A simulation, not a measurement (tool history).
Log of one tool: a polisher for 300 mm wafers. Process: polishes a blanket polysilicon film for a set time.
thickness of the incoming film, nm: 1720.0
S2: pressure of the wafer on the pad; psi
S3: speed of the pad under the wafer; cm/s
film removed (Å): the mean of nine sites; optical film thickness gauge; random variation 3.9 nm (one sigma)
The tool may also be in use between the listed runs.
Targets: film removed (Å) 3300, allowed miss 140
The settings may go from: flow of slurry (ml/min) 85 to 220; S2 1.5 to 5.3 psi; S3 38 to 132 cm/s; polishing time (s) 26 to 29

Run 1, day 0: flow of slurry (ml/min) 140, S2 3.4 psi, S3 84 cm/s, polishing time (s) 29. Result: film removed (Å) 2066.6.
Run 2, day 0.096: flow of slurry (ml/min) 120, S2 3.4 psi, S3 84 cm/s, polishing time (s) 29. Result: film removed (Å) 1970.3.
Run 3, day 0.412: flow of slurry (ml/min) 120, S2 3.4 psi, S3 84 cm/s, polishing time (s) 29. Result: film removed (Å) 1961.6.
Run 4, day 0.767: flow of slurry (ml/min) 95, S2 3.4 psi, S3 84 cm/s, polishing time (s) 29. Result: film removed (Å) 1837.7.
Run 5, day 1.038: flow of slurry (ml/min) 95, S2 3.4 psi, S3 64 cm/s, polishing time (s) 29. Result: film removed (Å) 1464.1.
Run 6, day 1.142: flow of slurry (ml/min) 95, S2 3.4 psi, S3 74 cm/s, polishing time (s) 29. Result: film removed (Å) 1664.2.
Run 7, day 1.321: flow of slurry (ml/min) 115, S2 3.9 psi, S3 74 cm/s, polishing time (s) 29. Result: film removed (Å) 1896.5.
Run 8, day 1.583: flow of slurry (ml/min) 115, S2 4.9 psi, S3 94 cm/s, polishing time (s) 29. Result: film removed (Å) 2778.1.
Run 9, day 1.75: flow of slurry (ml/min) 125, S2 5 psi, S3 94 cm/s, polishing time (s) 29. Result: film removed (Å) 2921.
Run 10, day 1.838: flow of slurry (ml/min) 135, S2 5.1 psi, S3 94 cm/s, polishing time (s) 29. Result: film removed (Å) 3086.6.
Run 11, day 1.929: flow of slurry (ml/min) 140, S2 5.1 psi, S3 94 cm/s, polishing time (s) 29. Result: film removed (Å) 3063.3.
Run 12, day 1.967: flow of slurry (ml/min) 145, S2 5.2 psi, S3 94 cm/s, polishing time (s) 29. Result: film removed (Å) 3046.6.

Which of these 4 next moves meets every target?
Run A, day 2.004: flow of slurry (ml/min) 125, S2 5.3 psi, S3 100 cm/s, polishing time (s) 29. Result: film removed (Å) ?.
Run B, day 2.004: flow of slurry (ml/min) 195, S2 4.9 psi, S3 90 cm/s, polishing time (s) 29. Result: film removed (Å) ?.
Run C, day 2.004: flow of slurry (ml/min) 130, S2 5.1 psi, S3 84 cm/s, polishing time (s) 29. Result: film removed (Å) ?.
Run D, day 2.004: flow of slurry (ml/min) 105, S2 4.9 psi, S3 114 cm/s, polishing time (s) 26. Result: film removed (Å) ?.

move  film removed (Å)
   A            3323.8
   B            3051.9
   C            2747.2
   D            3066.1
A: meets every target
B: as far off as the last run
C: further off than the last run
D: nearer than the last run, and not there yet
Move A is the one to make.
